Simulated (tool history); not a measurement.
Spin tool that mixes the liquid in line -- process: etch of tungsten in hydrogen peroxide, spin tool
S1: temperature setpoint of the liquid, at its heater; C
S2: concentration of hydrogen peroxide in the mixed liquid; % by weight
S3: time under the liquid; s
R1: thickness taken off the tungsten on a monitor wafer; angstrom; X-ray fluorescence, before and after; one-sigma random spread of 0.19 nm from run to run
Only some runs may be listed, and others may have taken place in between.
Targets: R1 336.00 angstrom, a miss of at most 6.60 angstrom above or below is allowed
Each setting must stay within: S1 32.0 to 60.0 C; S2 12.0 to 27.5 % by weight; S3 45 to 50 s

run,hour,S1,S2,S3,R1
1,0.0,44.0,18.5,45,239.34
2,6.2,45.0,18.5,45,256.63
3,11.3,38.5,18.5,45,169.12
4,19.4,40.5,18.5,45,193.57
5,24.1,40.5,14.5,45,169.57
6,30.4,44.5,14.5,45,220.04
7,31.6,45.5,14.5,45,236.93
8,37.0,46.5,14.5,45,248.44
9,40.3,47.5,14.5,45,267.31
10,41.8,48.0,14.5,45,274.39
11,44.1,48.5,14.5,45,283.78
12,44.6,49.0,14.5,45,291.82
13,49.1,49.5,14.5,45,303.15
14,57.0,49.5,14.5,45,301.03
15,64.1,50.0,14.5,45,310.79
16,69.1,50.5,14.5,45,321.56

Pick the move, out of 5, that brings all results within their allowed miss; only one does.
A,74.1,50.0,13.5,45,?
B,74.1,51.5,14.0,45,?
C,74.1,48.0,14.0,50,?
D,74.1,49.5,15.5,50,?
E,74.1,47.5,19.5,45,?

move,R1
A,301.37
B,336.22
C,301.53
D,347.99
E,310.51
A: lands further from the targets than the last run did
B: in spec on every target
C: lands further from the targets than the last run did
D: takes the biggest miss from the last run beyond its target
E: lands further from the targets than the last run did
So the answer is move B, the one that meets all the targets.
